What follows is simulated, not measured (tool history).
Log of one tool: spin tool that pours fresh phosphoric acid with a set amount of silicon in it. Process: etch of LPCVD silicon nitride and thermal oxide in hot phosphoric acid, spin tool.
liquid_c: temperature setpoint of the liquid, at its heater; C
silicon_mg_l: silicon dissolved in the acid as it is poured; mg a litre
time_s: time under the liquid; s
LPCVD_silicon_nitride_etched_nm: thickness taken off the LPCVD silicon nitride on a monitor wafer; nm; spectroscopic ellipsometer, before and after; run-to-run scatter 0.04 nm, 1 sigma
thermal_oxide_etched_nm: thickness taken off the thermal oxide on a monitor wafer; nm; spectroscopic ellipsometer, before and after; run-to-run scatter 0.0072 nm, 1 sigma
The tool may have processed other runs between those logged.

run,day,liquid_c,silicon_mg_l,time_s,LPCVD_silicon_nitride_etched_nm,thermal_oxide_etched_nm
1,0,160,18,180,13.272,0.33692
2,0.283,161.5,18,180,13.969,0.36932
3,0.362,163.5,18,180,14.861,0.41306
4,0.608,162,24,125,9.8422,0.22307
5,0.642,164,24,125,10.656,0.27147
6,0.817,164,24,190,16.226,0.38114
7,1.108,162,28.5,140,11.14,0.18762

Run 8, settings as shown, results not yet in. Your forecast:
8,1.396,160.5,28.5,105,?,?

LPCVD_silicon_nitride_etched_nm: 7.9929 nm
thermal_oxide_etched_nm: 0.15207 nm
